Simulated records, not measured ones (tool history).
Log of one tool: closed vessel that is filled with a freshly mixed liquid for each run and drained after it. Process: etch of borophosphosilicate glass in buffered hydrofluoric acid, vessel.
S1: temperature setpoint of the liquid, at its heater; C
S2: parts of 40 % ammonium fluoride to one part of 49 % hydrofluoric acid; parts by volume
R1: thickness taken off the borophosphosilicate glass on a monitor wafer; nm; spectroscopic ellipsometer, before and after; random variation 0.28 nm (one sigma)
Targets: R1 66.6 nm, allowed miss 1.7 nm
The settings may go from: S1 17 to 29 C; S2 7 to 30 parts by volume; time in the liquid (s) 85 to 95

Run 1, hour 0: S1 21 C, S2 20 parts by volume, time in the liquid (s) 85. Result: R1 98.558 nm.
Run 2, hour 7.9: S1 19.5 C, S2 21.5 parts by volume, time in the liquid (s) 85. Result: R1 86.266 nm.
Run 3, hour 13.9: S1 19.5 C, S2 19 parts by volume, time in the liquid (s) 85. Result: R1 94.942 nm.
Run 4, hour 18.2: S1 19.5 C, S2 19 parts by volume, time in the liquid (s) 95. Result: R1 106.25 nm.
Run 5, hour 23.1: S1 18.5 C, S2 22 parts by volume, time in the liquid (s) 95. Result: R1 90.032 nm.
Run 6, hour 28.9: S1 18.5 C, S2 16.5 parts by volume, time in the liquid (s) 95. Result: R1 116.06 nm.
Run 7, hour 37.2: S1 18 C, S2 20 parts by volume, time in the liquid (s) 95. Result: R1 92.889 nm.
Run 8, hour 45.4: S1 17.5 C, S2 22 parts by volume, time in the liquid (s) 95. Result: R1 85.164 nm.
Run 9, hour 53.5: S1 17 C, S2 28.5 parts by volume, time in the liquid (s) 95. Result: R1 69.081 nm.

Which of these 4 next moves meets every target?
Run A, hour 61.6: S1 17 C, S2 30 parts by volume, time in the liquid (s) 95. Result: R1 ?.
Run B, hour 61.6: S1 17.5 C, S2 28 parts by volume, time in the liquid (s) 95. Result: R1 ?.
Run C, hour 61.6: S1 17 C, S2 26 parts by volume, time in the liquid (s) 95. Result: R1 ?.
Run D, hour 61.6: S1 17.5 C, S2 27 parts by volume, time in the liquid (s) 90. Result: R1 ?.

move      R1
   A  66.483
   B  71.726
   C  73.431
   D  69.688
A: meets every target
B: further off than the last run
C: further off than the last run
D: further off than the last run
Move A is the one to make.
